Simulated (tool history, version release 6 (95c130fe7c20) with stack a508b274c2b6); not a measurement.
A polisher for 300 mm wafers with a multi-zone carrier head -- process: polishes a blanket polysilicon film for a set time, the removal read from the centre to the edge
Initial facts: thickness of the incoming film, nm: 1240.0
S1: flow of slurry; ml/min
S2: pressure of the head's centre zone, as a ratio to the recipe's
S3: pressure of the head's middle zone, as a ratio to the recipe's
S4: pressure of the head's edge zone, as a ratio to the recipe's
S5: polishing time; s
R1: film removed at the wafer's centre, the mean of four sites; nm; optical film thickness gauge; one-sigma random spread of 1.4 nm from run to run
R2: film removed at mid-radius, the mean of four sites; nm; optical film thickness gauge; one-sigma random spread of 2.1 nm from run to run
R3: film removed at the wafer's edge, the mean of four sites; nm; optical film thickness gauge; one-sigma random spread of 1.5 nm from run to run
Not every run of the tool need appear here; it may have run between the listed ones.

Run 1, hour 0: S1 130 ml/min, S2 1, S3 1, S4 1, S5 41 s. Result: R1 231.62 nm, R2 220.64 nm, R3 234.04 nm.
Run 2, hour 7.1: S1 130 ml/min, S2 1, S3 1, S4 1, S5 50 s. Result: R1 283.51 nm, R2 273.41 nm, R3 287.05 nm.
Run 3, hour 12.3: S1 130 ml/min, S2 1, S3 1, S4 1, S5 58 s. Result: R1 327.3 nm, R2 319.12 nm, R3 326.84 nm.
Run 4, hour 13.4: S1 130 ml/min, S2 1, S3 1, S4 1.06, S5 58 s. Result: R1 326.58 nm, R2 314.37 nm, R3 346.03 nm.
Run 5, hour 17.9: S1 120 ml/min, S2 0.99, S3 0.96, S4 1.03, S5 52 s. Result: R1 282.54 nm, R2 266.78 nm, R3 296.23 nm.
Run 6, hour 23.4: S1 115 ml/min, S2 0.98, S3 0.93, S4 1.01, S5 47 s. Result: R1 245.99 nm, R2 236.03 nm, R3 263.92 nm.
At hour 26.7: edge zone pressure recalibrated.
Run 7, hour 26.7: S1 115 ml/min, S2 0.99, S3 0.91, S4 1.01, S5 43 s. Result: R1 229.7 nm, R2 205.02 nm, R3 226.79 nm.
Run 8, hour 30.4: S1 110 ml/min, S2 0.98, S3 0.89, S4 1.02, S5 41 s. Result: R1 211.87 nm, R2 195.32 nm, R3 217.74 nm.
Run 9, hour 36.3: S1 105 ml/min, S2 0.98, S3 0.87, S4 1.04, S5 39 s. Result: R1 198.01 nm, R2 182.34 nm, R3 205.98 nm.
Run 10, hour 38.3: S1 105 ml/min, S2 0.98, S3 0.87, S4 1.04, S5 39 s. Result: R1 200.38 nm, R2 181.51 nm, R3 206.44 nm.

Predict the results of run 11:
Run 11, hour 41.7: S1 100 ml/min, S2 0.98, S3 0.86, S4 1.05, S5 38 s. Result: R1 ?, R2 ?, R3 ?.

R1: 191.62 nm
R2: 166.52 nm
R3: 203.66 nm

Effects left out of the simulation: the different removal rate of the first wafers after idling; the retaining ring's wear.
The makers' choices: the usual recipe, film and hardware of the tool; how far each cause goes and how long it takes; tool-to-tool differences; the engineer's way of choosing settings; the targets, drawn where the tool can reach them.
